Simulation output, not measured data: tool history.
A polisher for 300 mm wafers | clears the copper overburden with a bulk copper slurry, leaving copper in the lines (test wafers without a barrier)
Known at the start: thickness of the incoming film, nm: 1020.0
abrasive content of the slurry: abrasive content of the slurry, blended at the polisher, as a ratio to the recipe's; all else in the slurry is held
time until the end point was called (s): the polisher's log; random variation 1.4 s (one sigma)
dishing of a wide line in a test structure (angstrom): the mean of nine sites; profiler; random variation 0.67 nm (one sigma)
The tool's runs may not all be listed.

run	hour	flow of slurry (ml/min)	pressure of the wafer on the pad (psi)	speed of the pad under the wafer (m/s)	abrasive content of the slurry	overpolish time after the end point (s)	time until the end point was called (s)	dishing of a wide line in a test structure (angstrom)
1	0.0	200	3.1	1.12	1.0	10	103.11	609.23
2	4.5	200	3.0	1.12	1.0	10	107.08	607.52
3	12.3	200	3.0	1.12	1.0	12	105.66	667.04
4	15.0	200	2.9	1.12	1.0	11	109.96	622.94
5	18.8	200	2.8	1.12	1.0	10	114.07	573.24
6	26.2	200	2.8	1.12	1.0	9	114.65	523.20

Forecast run 7:
7	29.3	200	2.7	1.12	1.0	8	?	?

time until the end point was called (s): 116.42
dishing of a wide line in a test structure (angstrom): 467.97
